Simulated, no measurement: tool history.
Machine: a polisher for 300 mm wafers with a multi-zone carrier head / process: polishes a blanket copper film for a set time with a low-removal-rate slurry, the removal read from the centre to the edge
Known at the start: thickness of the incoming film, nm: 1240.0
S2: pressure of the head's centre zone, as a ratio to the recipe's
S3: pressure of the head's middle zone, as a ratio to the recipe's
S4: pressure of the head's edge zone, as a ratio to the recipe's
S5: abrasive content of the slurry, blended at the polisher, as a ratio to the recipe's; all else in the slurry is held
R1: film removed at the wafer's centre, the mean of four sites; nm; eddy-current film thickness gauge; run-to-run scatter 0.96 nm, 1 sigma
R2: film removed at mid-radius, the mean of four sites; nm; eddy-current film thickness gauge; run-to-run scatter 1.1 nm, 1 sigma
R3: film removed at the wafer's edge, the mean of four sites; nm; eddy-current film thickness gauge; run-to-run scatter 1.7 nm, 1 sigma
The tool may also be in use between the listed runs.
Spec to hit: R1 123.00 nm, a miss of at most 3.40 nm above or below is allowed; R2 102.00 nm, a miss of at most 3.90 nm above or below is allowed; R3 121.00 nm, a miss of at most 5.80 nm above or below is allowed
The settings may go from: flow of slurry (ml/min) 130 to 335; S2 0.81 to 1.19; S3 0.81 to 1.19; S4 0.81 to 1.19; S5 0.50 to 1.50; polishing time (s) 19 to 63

run 1 day=0.000 | flow_of_slurry_(ml/min)=215 S2=1.00 S3=1.00 S4=1.00 S5=1.00 polishing_time_(s)=41 | R1=104.85 R2=106.88 R3=103.01
run 2 day=0.188 | flow_of_slurry_(ml/min)=215 S2=1.00 S3=1.00 S4=1.00 S5=1.00 polishing_time_(s)=48 | R1=125.38 R2=126.12 R3=124.51
run 3 day=0.538 | flow_of_slurry_(ml/min)=205 S2=1.01 S3=0.96 S4=1.00 S5=1.00 polishing_time_(s)=48 | R1=123.53 R2=120.46 R3=119.23
run 4 day=0.667 | flow_of_slurry_(ml/min)=205 S2=1.01 S3=0.96 S4=1.00 S5=0.90 polishing_time_(s)=48 | R1=120.56 R2=119.56 R3=118.43
-- day=0.733 edge zone pressure recalibrated
run 5 day=0.733 | flow_of_slurry_(ml/min)=205 S2=1.02 S3=0.93 S4=1.04 S5=0.90 polishing_time_(s)=48 | R1=123.83 R2=115.89 R3=123.46
run 6 day=1.042 | flow_of_slurry_(ml/min)=205 S2=1.02 S3=0.86 S4=1.04 S5=0.90 polishing_time_(s)=48 | R1=122.66 R2=106.99 R3=126.80
run 7 day=1.329 | flow_of_slurry_(ml/min)=205 S2=1.03 S3=0.85 S4=1.03 S5=0.90 polishing_time_(s)=48 | R1=125.19 R2=105.69 R3=126.30
run 8 day=1.621 | flow_of_slurry_(ml/min)=200 S2=1.03 S3=0.85 S4=1.02 S5=0.90 polishing_time_(s)=48 | R1=124.49 R2=107.20 R3=122.41

4 candidate next runs follow, results not yet known. Just one meets every target within its allowed miss. Identify it.
run A day=1.912 | flow_of_slurry_(ml/min)=290 S2=0.95 S3=0.88 S4=0.94 S5=0.95 polishing_time_(s)=48 | R1=? R2=? R3=?
run B day=1.912 | flow_of_slurry_(ml/min)=205 S2=1.02 S3=0.90 S4=1.03 S5=0.85 polishing_time_(s)=50 | R1=? R2=? R3=?
run C day=1.912 | flow_of_slurry_(ml/min)=195 S2=1.07 S3=0.93 S4=0.87 S5=0.75 polishing_time_(s)=50 | R1=? R2=? R3=?
run D day=1.912 | flow_of_slurry_(ml/min)=220 S2=1.05 S3=0.84 S4=1.03 S5=0.90 polishing_time_(s)=46 | R1=? R2=? R3=?

move=A R1=121.07 R2=116.49 R3=123.05
move=B R1=126.62 R2=115.99 R3=126.90
move=C R1=128.36 R2=115.21 R3=113.45
move=D R1=122.62 R2=102.97 R3=119.11
A: moves away from the targets compared with the last run
B: moves away from the targets compared with the last run
C: moves away from the targets compared with the last run
D: in spec on every target
Answer: D
